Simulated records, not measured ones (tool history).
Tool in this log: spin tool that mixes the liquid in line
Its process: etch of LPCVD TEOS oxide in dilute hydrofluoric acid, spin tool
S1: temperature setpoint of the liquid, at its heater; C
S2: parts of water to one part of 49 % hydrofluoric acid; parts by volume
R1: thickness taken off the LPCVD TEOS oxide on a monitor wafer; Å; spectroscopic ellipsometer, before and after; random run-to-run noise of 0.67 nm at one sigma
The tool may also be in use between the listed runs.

run 1 day=0.000 | S1=21.0 S2=145 time_under_the_liquid_(s)=230 | R1=487.82
run 2 day=0.308 | S1=21.0 S2=145 time_under_the_liquid_(s)=250 | R1=530.83
run 3 day=0.612 | S1=23.0 S2=120 time_under_the_liquid_(s)=250 | R1=708.10
run 4 day=0.962 | S1=23.0 S2=150 time_under_the_liquid_(s)=250 | R1=551.61
run 5 day=1.138 | S1=23.0 S2=185 time_under_the_liquid_(s)=250 | R1=429.92
run 6 day=1.258 | S1=24.5 S2=145 time_under_the_liquid_(s)=250 | R1=611.67
run 7 day=1.288 | S1=25.5 S2=120 time_under_the_liquid_(s)=250 | R1=789.55
run 8 day=1.317 | S1=26.5 S2=100 time_under_the_liquid_(s)=250 | R1=1000.90
run 9 day=1.375 | S1=29.0 S2=60 time_under_the_liquid_(s)=250 | R1=1940.10
run 10 day=1.496 | S1=28.0 S2=60 time_under_the_liquid_(s)=250 | R1=1868.70

Run 11 is up next; what results do you expect?
run 11 day=1.742 | S1=24.0 S2=60 time_under_the_liquid_(s)=250 | R1=?

{"run 11": {"R1": 1596.9}}
